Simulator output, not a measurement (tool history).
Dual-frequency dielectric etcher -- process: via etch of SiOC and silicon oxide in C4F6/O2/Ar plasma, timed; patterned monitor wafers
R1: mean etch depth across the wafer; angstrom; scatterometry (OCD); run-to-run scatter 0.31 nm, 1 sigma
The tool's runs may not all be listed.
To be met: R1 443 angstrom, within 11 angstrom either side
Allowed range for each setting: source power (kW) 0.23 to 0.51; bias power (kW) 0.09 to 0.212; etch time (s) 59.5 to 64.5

run 1 hour=0 | source_power_(kW)=0.37 bias_power_(kW)=0.151 etch_time_(s)=64.5 | R1=638.09
run 2 hour=1.7 | source_power_(kW)=0.37 bias_power_(kW)=0.151 etch_time_(s)=64.5 | R1=634.47
run 3 hour=4.6 | source_power_(kW)=0.33 bias_power_(kW)=0.132 etch_time_(s)=63 | R1=558.75
run 4 hour=9.8 | source_power_(kW)=0.33 bias_power_(kW)=0.143 etch_time_(s)=63 | R1=580.74
run 5 hour=11.8 | source_power_(kW)=0.33 bias_power_(kW)=0.125 etch_time_(s)=63 | R1=545.65
run 6 hour=19 | source_power_(kW)=0.33 bias_power_(kW)=0.125 etch_time_(s)=59.5 | R1=507.68
run 7 hour=25.1 | source_power_(kW)=0.31 bias_power_(kW)=0.121 etch_time_(s)=59.5 | R1=489.32
run 8 hour=34.1 | source_power_(kW)=0.31 bias_power_(kW)=0.121 etch_time_(s)=59.5 | R1=486.91
run 9 hour=37.6 | source_power_(kW)=0.29 bias_power_(kW)=0.12 etch_time_(s)=59.5 | R1=476.12
run 10 hour=44.6 | source_power_(kW)=0.28 bias_power_(kW)=0.119 etch_time_(s)=59.5 | R1=468.71
run 11 hour=46.3 | source_power_(kW)=0.27 bias_power_(kW)=0.118 etch_time_(s)=59.5 | R1=462.33

Next run, 5 choices. One meets every target within its allowed miss, the rest don't. Which?
run A hour=48 | source_power_(kW)=0.28 bias_power_(kW)=0.128 etch_time_(s)=60 | R1=?
run B hour=48 | source_power_(kW)=0.26 bias_power_(kW)=0.115 etch_time_(s)=63.5 | R1=?
run C hour=48 | source_power_(kW)=0.26 bias_power_(kW)=0.146 etch_time_(s)=61 | R1=?
run D hour=48 | source_power_(kW)=0.24 bias_power_(kW)=0.119 etch_time_(s)=64.5 | R1=?
run E hour=48 | source_power_(kW)=0.23 bias_power_(kW)=0.114 etch_time_(s)=61.5 | R1=?

move=A R1=490.13
move=B R1=477.76
move=C R1=519.24
move=D R1=480.71
move=E R1=441.35
A: its largest miss is bigger than the last run's
B: its largest miss is bigger than the last run's
C: its largest miss is bigger than the last run's
D: its largest miss is bigger than the last run's
E: all results in spec
The move that meets every target is E.
